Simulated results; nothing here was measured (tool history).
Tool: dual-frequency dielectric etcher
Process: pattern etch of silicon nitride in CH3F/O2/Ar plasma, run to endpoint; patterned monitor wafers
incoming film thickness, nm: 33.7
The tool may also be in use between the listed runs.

Run 1, hour 0: source power (kW) 0.28, bias power (kW) 0.086. Result: endpoint time (s) 57.592.
Run 2, hour 1.9: source power (kW) 0.26, bias power (kW) 0.083. Result: endpoint time (s) 59.841.
Run 3, hour 9.8: source power (kW) 0.29, bias power (kW) 0.083. Result: endpoint time (s) 57.828.
Run 4, hour 14: source power (kW) 0.27, bias power (kW) 0.08. Result: endpoint time (s) 60.463.
Run 5, hour 18.9: source power (kW) 0.3, bias power (kW) 0.08. Result: endpoint time (s) 57.399.
Run 6, hour 24.7: source power (kW) 0.34, bias power (kW) 0.08. Result: endpoint time (s) 55.67.
Run 7, hour 31.3: source power (kW) 0.31, bias power (kW) 0.075. Result: endpoint time (s) 59.561.
Run 8, hour 39.6: source power (kW) 0.29, bias power (kW) 0.073. Result: endpoint time (s) 61.399.
Run 9, hour 48.5: source power (kW) 0.28, bias power (kW) 0.071. Result: endpoint time (s) 62.33.

Forecast run 10:
Run 10, hour 53.7: source power (kW) 0.27, bias power (kW) 0.069. Result: endpoint time (s) ?.

Run 10 gave endpoint time (s) 65.04.
